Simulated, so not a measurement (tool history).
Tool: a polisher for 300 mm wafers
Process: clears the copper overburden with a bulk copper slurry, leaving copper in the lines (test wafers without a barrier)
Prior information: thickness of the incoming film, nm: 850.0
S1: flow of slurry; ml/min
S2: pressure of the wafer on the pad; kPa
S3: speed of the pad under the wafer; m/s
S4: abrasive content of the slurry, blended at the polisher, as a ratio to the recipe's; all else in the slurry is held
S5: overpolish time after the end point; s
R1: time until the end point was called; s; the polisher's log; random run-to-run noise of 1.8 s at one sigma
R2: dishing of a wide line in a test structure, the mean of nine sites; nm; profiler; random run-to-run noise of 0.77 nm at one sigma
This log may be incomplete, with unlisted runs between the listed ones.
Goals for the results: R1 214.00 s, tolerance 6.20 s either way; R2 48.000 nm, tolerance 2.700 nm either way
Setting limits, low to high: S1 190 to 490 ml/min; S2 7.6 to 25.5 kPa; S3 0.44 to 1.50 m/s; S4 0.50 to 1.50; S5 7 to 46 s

run	hour	S1	S2	S3	S4	S5	R1	R2
1	0.0	315	16.5	0.96	1.00	24	125.03	75.780
2	1.4	315	13.8	0.96	1.00	22	150.26	63.886
3	4.1	315	13.8	0.74	1.00	22	192.43	55.163
4	7.8	315	13.1	0.74	1.00	21	200.49	51.500
5	16.0	315	13.1	0.74	1.00	14	199.95	38.899
6	18.7	315	14.5	0.74	1.00	14	183.04	43.998
7	24.4	315	13.8	0.74	1.00	16	191.50	44.764
8	28.9	315	13.1	0.74	1.00	17	202.66	45.514
9	36.9	315	13.1	0.74	1.00	18	203.41	47.623

Of the 4 settings listed for the next run, only one would bring every result within its allowed miss of target. Which one?
A	44.9	240	13.8	0.70	1.00	19	?	?
B	44.9	415	10.3	0.96	0.85	20	?	?
C	44.9	290	14.5	0.70	1.05	17	?	?
D	44.9	290	12.4	0.80	1.05	18	?	?

move	R1	R2
A	212.70	48.177
B	197.59	49.846
C	193.89	47.884
D	197.82	48.061
A: every result lands within tolerance
B: the biggest miss grows against the last run
C: the biggest miss grows against the last run
D: the biggest miss grows against the last run
Correct choice: A, which meets every target
